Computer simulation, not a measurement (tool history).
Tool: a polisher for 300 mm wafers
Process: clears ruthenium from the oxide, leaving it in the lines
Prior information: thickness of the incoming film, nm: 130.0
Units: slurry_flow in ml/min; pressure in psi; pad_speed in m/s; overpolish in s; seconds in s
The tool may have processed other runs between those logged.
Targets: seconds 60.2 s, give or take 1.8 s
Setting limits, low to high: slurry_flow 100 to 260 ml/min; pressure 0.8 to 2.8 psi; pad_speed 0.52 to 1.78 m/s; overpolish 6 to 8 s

| run | hour | slurry_flow | pressure | pad_speed | overpolish | seconds |
|---|---|---|---|---|---|---|
| 1 | 0 | 165 | 1.8 | 1.14 | 8 | 98.975 |
| 2 | 6.8 | 165 | 1.8 | 0.94 | 8 | 118.5 |
| 3 | 14.4 | 170 | 2 | 0.96 | 8 | 106.18 |
| 4 | 21.5 | 170 | 2.4 | 0.96 | 8 | 88.418 |
| 5 | 29.5 | 170 | 2.2 | 0.96 | 8 | 95.663 |
| 6 | 33.5 | 175 | 2.3 | 1 | 8 | 88.286 |
| 7 | 40.4 | 180 | 2.4 | 1.02 | 8 | 83.152 |
| 8 | 47.6 | 180 | 2.5 | 1.06 | 8 | 77.147 |
| 9 | 50.5 | 180 | 2.6 | 1.08 | 8 | 72.239 |

Of the 4 settings listed for the next run, only one would bring every result within its allowed miss of target. Which one?
| A | 53.4 | 185 | 2.7 | 0.9 | 8 | ? |
| B | 53.4 | 220 | 2.4 | 0.98 | 8 | ? |
| C | 53.4 | 220 | 2.7 | 1.24 | 7 | ? |
| D | 53.4 | 110 | 2.6 | 1 | 6 | ? |

| move | seconds |
|---|---|
| A | 83.123 |
| B | 84.129 |
| C | 59.685 |
| D | 84.631 |
A: further off than the last run
B: further off than the last run
C: every result within its allowed miss
D: further off than the last run
Move C is the one to make.
